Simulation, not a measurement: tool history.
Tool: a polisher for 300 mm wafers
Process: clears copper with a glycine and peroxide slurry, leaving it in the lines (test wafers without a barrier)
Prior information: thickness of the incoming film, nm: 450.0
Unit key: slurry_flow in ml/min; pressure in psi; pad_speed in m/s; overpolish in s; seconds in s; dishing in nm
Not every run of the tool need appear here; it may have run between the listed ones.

{"run": 1, "hour": 0.0, "slurry_flow": 240, "pressure": 3.0, "pad_speed": 1.02, "overpolish": 24, "seconds": 61.488, "dishing": 75.196}
{"run": 2, "hour": 3.6, "slurry_flow": 235, "pressure": 2.5, "pad_speed": 1.0, "overpolish": 25, "seconds": 67.907, "dishing": 72.559}
{"run": 3, "hour": 6.2, "slurry_flow": 235, "pressure": 1.9, "pad_speed": 1.0, "overpolish": 25, "seconds": 77.589, "dishing": 65.153}
{"run": 4, "hour": 15.2, "slurry_flow": 235, "pressure": 1.7, "pad_speed": 0.94, "overpolish": 25, "seconds": 85.878, "dishing": 62.433}
{"run": 5, "hour": 19.7, "slurry_flow": 235, "pressure": 1.7, "pad_speed": 0.94, "overpolish": 30, "seconds": 83.588, "dishing": 70.229}
{"run": 6, "hour": 28.1, "slurry_flow": 235, "pressure": 1.6, "pad_speed": 0.92, "overpolish": 29, "seconds": 89.114, "dishing": 67.581}

For run 7, what comes out?
{"run": 7, "hour": 31.6, "slurry_flow": 235, "pressure": 1.5, "pad_speed": 0.9, "overpolish": 28, "seconds": "?", "dishing": "?"}

For run 7 the tool returned seconds 89.988 s, dishing 63.088 nm.

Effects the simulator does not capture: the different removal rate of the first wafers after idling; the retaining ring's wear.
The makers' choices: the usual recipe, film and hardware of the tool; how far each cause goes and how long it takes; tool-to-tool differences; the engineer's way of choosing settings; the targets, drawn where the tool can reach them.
